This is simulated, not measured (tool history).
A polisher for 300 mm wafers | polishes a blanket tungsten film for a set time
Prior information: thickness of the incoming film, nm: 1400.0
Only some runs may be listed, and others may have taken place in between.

run	day	flow of slurry (ml/min)	pressure of the wafer on the pad (kPa)	speed of the pad under the wafer (cm/s)	abrasive content of the slurry	polishing time (s)	film removed (angstrom)
1	0.000	240	31.7	140	1.0	35	2595.9
2	0.279	240	31.7	140	1.0	31	2342.0
3	0.462	240	33.8	140	1.0	31	2486.4
4	0.533	240	33.8	140	1.0	31	2486.9
5	0.671	240	35.9	142	1.0	31	2603.4
6	0.858	240	35.9	142	1.1	31	2659.1
7	0.954	245	44.8	150	1.1	31	3637.1
8	1.238	245	45.5	150	1.1	31	3573.0
9	1.492	245	46.2	152	1.1	31	3760.3
10	1.633	245	46.9	152	1.1	31	3779.7
11	1.762	245	46.9	154	1.1	31	3806.5

Expected results for the next run?
12	1.904	250	48.3	158	1.1	31	?

{"run 12": {"film removed (angstrom)": 4057.6}}

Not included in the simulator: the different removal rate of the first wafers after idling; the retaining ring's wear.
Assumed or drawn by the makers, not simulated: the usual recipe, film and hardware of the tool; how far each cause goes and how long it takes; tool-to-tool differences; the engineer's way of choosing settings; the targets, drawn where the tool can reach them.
